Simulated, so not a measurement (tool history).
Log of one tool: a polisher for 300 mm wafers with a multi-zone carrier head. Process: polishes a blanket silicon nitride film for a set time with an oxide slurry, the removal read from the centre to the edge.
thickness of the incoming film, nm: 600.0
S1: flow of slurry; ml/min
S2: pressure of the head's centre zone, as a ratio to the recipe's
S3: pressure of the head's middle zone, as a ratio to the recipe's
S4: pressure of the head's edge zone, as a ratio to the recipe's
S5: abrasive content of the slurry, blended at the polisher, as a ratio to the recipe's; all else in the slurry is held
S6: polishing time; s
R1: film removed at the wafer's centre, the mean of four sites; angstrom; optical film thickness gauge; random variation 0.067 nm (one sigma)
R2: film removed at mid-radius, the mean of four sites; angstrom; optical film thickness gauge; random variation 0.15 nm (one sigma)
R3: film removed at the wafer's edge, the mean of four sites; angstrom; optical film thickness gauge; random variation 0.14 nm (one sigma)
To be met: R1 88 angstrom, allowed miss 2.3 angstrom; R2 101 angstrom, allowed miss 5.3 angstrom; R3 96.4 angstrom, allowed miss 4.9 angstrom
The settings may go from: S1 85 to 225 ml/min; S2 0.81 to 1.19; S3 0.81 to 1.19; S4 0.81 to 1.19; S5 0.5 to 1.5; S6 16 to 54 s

| run | hour | S1 | S2 | S3 | S4 | S5 | S6 | R1 | R2 | R3 |
|---|---|---|---|---|---|---|---|---|---|---|
| 1 | 0 | 145 | 1 | 1 | 1 | 1 | 35 | 135.52 | 137.8 | 137.73 |
| 2 | 1 | 140 | 0.97 | 0.99 | 0.97 | 0.9 | 35 | 126.58 | 130.97 | 130.26 |
| 3 | 9.1 | 135 | 0.94 | 0.99 | 0.95 | 0.8 | 34 | 111.29 | 120.37 | 115.77 |
| 4 | 11.5 | 130 | 0.92 | 0.97 | 0.93 | 0.75 | 34 | 107.86 | 116.91 | 116.04 |
| 5 | 19.7 | 130 | 0.99 | 0.97 | 0.93 | 0.75 | 34 | 112.61 | 118.29 | 116.95 |
| 6 | 23.7 | 130 | 0.97 | 0.97 | 0.92 | 0.7 | 34 | 108.55 | 113.04 | 110.74 |
| 7 | 27.1 | 125 | 0.95 | 0.97 | 0.92 | 0.65 | 34 | 103.94 | 108.55 | 106.63 |
| 8 | 28.6 | 95 | 0.85 | 0.99 | 0.86 | 0.55 | 34 | 80.163 | 96.124 | 92.674 |
| 9 | 30.8 | 135 | 0.88 | 0.97 | 0.86 | 0.55 | 34 | 93.51 | 102.44 | 97.518 |
| 10 | 38.4 | 130 | 0.88 | 0.97 | 0.86 | 0.55 | 34 | 92.636 | 101.2 | 99.562 |

Which of these 5 next moves meets every target?
| A | 46 | 135 | 0.94 | 0.93 | 0.85 | 0.5 | 36 | ? | ? | ? |
| B | 46 | 130 | 0.94 | 0.95 | 0.81 | 0.5 | 34 | ? | ? | ? |
| C | 46 | 140 | 0.93 | 0.9 | 0.86 | 0.5 | 34 | ? | ? | ? |
| D | 46 | 100 | 0.88 | 0.98 | 0.83 | 0.5 | 37 | ? | ? | ? |
| E | 46 | 90 | 0.83 | 0.91 | 0.94 | 0.6 | 37 | ? | ? | ? |

| move | R1 | R2 | R3 |
|---|---|---|---|
| A | 101.04 | 106.72 | 100.98 |
| B | 94.457 | 101.16 | 92.75 |
| C | 95.48 | 99.687 | 96.466 |
| D | 89.4 | 104.04 | 96.831 |
| E | 87.325 | 102.52 | 106.98 |
A: further off than the last run
B: further off than the last run
C: further off than the last run
D: meets every target
E: brings the result that was furthest off to its target, and leaves another outside
The right move is D.
